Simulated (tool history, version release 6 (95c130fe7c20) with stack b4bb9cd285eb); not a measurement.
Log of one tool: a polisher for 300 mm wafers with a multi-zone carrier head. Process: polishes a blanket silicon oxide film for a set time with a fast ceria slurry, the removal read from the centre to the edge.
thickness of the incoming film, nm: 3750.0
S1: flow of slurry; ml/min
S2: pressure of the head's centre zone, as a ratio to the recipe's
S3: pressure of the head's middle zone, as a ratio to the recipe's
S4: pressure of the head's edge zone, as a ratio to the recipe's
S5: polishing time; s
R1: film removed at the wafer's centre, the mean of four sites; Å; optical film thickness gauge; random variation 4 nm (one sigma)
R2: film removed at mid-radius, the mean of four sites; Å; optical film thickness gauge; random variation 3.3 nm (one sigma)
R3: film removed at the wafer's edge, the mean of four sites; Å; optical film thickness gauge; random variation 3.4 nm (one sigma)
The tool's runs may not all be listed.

{"run": 1, "hour": 0.0, "S1": 175, "S2": 1, "S3": 1, "S4": 1, "S5": 30, "R1": 4641.9, "R2": 4553.5, "R3": 4759.4}
{"run": 2, "hour": 2.4, "S1": 175, "S2": 1, "S3": 0.97, "S4": 1, "S5": 30, "R1": 4586.8, "R2": 4421.6, "R3": 4739.9}
{"run": 3, "hour": 8.5, "S1": 175, "S2": 1, "S3": 0.97, "S4": 0.93, "S5": 30, "R1": 4652.8, "R2": 4426.7, "R3": 4678.3}
{"run": 4, "hour": 17.0, "S1": 175, "S2": 1, "S3": 0.91, "S4": 0.93, "S5": 30, "R1": 4607.9, "R2": 4162.2, "R3": 4567.1}
{"run": 5, "hour": 20.3, "S1": 170, "S2": 1, "S3": 0.91, "S4": 0.9, "S5": 29, "R1": 4477.8, "R2": 4029.1, "R3": 4426.3}
{"run": 6, "hour": 24.1, "S1": 170, "S2": 1, "S3": 0.97, "S4": 0.9, "S5": 29, "R1": 4401.8, "R2": 4215.6, "R3": 4384.5}

Run 7 comes next. What will it give?
{"run": 7, "hour": 30.4, "S1": 160, "S2": 1, "S3": 0.96, "S4": 0.88, "S5": 29, "R1": "?", "R2": "?", "R3": "?"}

{"run 7": {"R1": 4433.3, "R2": 4141.9, "R3": 4316.7}}
